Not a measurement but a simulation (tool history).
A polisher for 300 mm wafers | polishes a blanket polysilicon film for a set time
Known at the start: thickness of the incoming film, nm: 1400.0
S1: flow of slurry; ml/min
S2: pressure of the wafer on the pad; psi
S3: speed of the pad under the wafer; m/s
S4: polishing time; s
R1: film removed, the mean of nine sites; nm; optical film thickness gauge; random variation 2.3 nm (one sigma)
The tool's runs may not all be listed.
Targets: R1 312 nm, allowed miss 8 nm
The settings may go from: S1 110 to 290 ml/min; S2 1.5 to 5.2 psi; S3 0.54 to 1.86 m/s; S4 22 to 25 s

run,hour,S1,S2,S3,S4,R1
1,0,185,3.3,1.18,25,266.58
2,3,185,3.3,1.18,25,267.64
3,7.7,190,3.4,1.18,25,276.87
4,12.5,190,3.4,1.02,25,237.27
5,20,190,3.4,1.02,22,210.53
6,24.7,190,3.6,1.02,22,218.75
7,31.3,195,3.8,1.02,22,225.93
8,38.4,195,4,1.04,22,241.72
9,45.9,195,4.1,1.04,22,244.65
10,51.6,230,5,1.04,22,292.09
11,57,230,5,1.04,22,293.46
12,63,230,5.1,1.06,22,303.3

5 next moves are on the table. One of them brings every result within its allowed miss. Which?
A,69,230,4.2,1.1,24,?
B,69,230,5.2,0.98,24,?
C,69,245,4.8,1.06,22,?
D,69,220,5.2,0.98,23,?
E,69,225,3.9,1.1,25,?

move,R1
A,295.13
B,311.56
C,291.09
D,297.2
E,290.15
A: further off than the last run
B: meets every target
C: further off than the last run
D: further off than the last run
E: further off than the last run
Move B is the one to make.
